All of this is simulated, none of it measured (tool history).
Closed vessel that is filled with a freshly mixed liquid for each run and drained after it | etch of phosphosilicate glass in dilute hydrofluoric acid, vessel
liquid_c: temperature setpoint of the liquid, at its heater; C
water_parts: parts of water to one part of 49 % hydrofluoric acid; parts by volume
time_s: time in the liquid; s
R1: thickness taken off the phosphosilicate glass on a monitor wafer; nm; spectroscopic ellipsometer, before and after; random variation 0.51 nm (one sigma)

{"run": 1, "hour": 0.0, "liquid_c": 20, "water_parts": 90, "time_s": 100, "R1": 63.396}
{"run": 2, "hour": 2.0, "liquid_c": 18, "water_parts": 90, "time_s": 100, "R1": 58.318}
{"run": 3, "hour": 10.5, "liquid_c": 18, "water_parts": 90, "time_s": 110, "R1": 65.371}
{"run": 4, "hour": 14.7, "liquid_c": 19, "water_parts": 90, "time_s": 110, "R1": 67.793}
{"run": 5, "hour": 20.9, "liquid_c": 19, "water_parts": 90, "time_s": 110, "R1": 67.602}
{"run": 6, "hour": 25.8, "liquid_c": 20, "water_parts": 90, "time_s": 110, "R1": 70.525}
{"run": 7, "hour": 27.2, "liquid_c": 21, "water_parts": 90, "time_s": 110, "R1": 73.236}
{"run": 8, "hour": 32.3, "liquid_c": 22, "water_parts": 90, "time_s": 110, "R1": 76.909}

The next listed run, before its measurement:
{"run": 9, "hour": 39.5, "liquid_c": 22, "water_parts": 90, "time_s": 110, "R1": "?"}

{"run 9": {"R1": 76.848}}
